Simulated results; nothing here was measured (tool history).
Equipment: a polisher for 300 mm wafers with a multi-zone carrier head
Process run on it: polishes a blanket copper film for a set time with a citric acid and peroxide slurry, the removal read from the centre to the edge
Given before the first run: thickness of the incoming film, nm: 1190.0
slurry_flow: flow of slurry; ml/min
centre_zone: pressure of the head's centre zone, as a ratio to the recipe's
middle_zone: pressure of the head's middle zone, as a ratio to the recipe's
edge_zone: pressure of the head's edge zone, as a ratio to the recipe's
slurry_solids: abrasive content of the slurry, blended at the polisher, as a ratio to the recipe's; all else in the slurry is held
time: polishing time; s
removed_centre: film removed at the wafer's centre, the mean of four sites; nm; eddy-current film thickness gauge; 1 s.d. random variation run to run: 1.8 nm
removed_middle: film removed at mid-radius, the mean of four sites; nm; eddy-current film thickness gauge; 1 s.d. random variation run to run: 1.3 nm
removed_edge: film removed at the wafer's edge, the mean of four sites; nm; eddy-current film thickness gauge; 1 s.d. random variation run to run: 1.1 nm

run  hour  slurry_flow  centre_zone  middle_zone  edge_zone  slurry_solids  time  removed_centre  removed_middle  removed_edge
  1     0          175            1            1          1              1    63          150.54          147.82        156.02
  2   2.2          175            1            1          1           0.85    63          146.57          147.03        152.35
  3   3.6          175            1            1       0.95           0.85    63          146.95           147.4        147.34
  4   4.7          175            1            1       0.91           0.85    63          144.98          151.55        145.39
  5    10          170         0.99         0.99       0.91           0.85    63          147.49          149.04        145.53
  6  12.9          170         0.97         0.98       0.92            0.8    63          138.26          144.85        142.02
  7  21.4          125          0.9         0.88          1           0.85    63          127.51          135.83        147.83

What does the tool deliver on the next run?
  8  25.7          125          0.9         0.87          1           0.85    63               ?               ?             ?

removed_centre: 124 nm
removed_middle: 132.71 nm
removed_edge: 146.94 nm
